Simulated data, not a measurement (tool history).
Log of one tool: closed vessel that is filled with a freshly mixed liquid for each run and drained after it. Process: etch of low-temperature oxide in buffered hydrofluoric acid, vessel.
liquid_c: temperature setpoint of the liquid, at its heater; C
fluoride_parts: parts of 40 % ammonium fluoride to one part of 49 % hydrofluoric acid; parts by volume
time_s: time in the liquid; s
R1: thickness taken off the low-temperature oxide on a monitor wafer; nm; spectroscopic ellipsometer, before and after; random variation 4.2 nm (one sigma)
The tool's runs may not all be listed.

run 1 hour=0 | liquid_c=23 fluoride_parts=15.5 time_s=100 | R1=348.68
run 2 hour=2.9 | liquid_c=23.5 fluoride_parts=15.5 time_s=100 | R1=353.33
run 3 hour=4.4 | liquid_c=24 fluoride_parts=15.5 time_s=100 | R1=358.32
run 4 hour=5.3 | liquid_c=21 fluoride_parts=15.5 time_s=100 | R1=311.91
run 5 hour=11.4 | liquid_c=21 fluoride_parts=18 time_s=100 | R1=268.66
run 6 hour=16.6 | liquid_c=21 fluoride_parts=20 time_s=100 | R1=239.95

Run 7 comes next. What will it give?
run 7 hour=18 | liquid_c=23 fluoride_parts=19.5 time_s=100 | R1=?

{"run 7": {"R1": 274.01}}
